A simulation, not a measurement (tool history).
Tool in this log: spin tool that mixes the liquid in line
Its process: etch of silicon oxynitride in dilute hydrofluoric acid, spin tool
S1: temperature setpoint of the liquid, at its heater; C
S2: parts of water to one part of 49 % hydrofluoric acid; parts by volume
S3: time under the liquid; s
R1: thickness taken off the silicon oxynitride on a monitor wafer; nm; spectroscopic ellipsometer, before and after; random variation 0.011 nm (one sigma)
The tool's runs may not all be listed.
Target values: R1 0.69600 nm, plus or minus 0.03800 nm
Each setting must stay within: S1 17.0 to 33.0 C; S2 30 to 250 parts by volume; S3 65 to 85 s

| run | hour | S1 | S2 | S3 | R1 |
|---|---|---|---|---|---|
| 1 | 0.0 | 25.0 | 140 | 85 | 1.23670 |
| 2 | 6.0 | 25.0 | 140 | 85 | 1.25900 |
| 3 | 7.5 | 25.0 | 105 | 85 | 1.67190 |
| 4 | 9.6 | 25.0 | 105 | 85 | 1.74130 |
| 5 | 10.1 | 25.0 | 75 | 85 | 2.46570 |
| 6 | 15.4 | 28.0 | 75 | 85 | 2.90550 |
|  | 23.1 | thermometer replaced |
| 7 | 23.1 | 25.0 | 100 | 85 | 1.72950 |
| 8 | 27.2 | 23.0 | 110 | 85 | 1.42270 |
| 9 | 36.2 | 21.5 | 120 | 85 | 1.15140 |
| 10 | 42.0 | 20.5 | 125 | 85 | 1.10180 |
| 11 | 50.7 | 19.5 | 135 | 85 | 0.97443 |
| 12 | 51.8 | 19.0 | 140 | 85 | 0.89286 |
| 13 | 58.0 | 18.5 | 145 | 85 | 0.82316 |

Of the 5 settings listed for the next run, only one would bring every result within its allowed miss of target. Which one?
| A | 64.2 | 22.0 | 140 | 85 | ? |
| B | 64.2 | 21.5 | 175 | 85 | ? |
| C | 64.2 | 18.0 | 125 | 85 | ? |
| D | 64.2 | 17.0 | 145 | 75 | ? |
| E | 64.2 | 18.5 | 195 | 80 | ? |

| move | R1 |
|---|---|
| A | 1.02270 |
| B | 0.77921 |
| C | 0.95502 |
| D | 0.68284 |
| E | 0.56437 |
A: moves away from the targets compared with the last run
B: an improvement on the last run, though not all results are within tolerance
C: moves away from the targets compared with the last run
D: in spec on every target
E: pushes the last run's worst result past its target
Correct choice: D, which meets every target
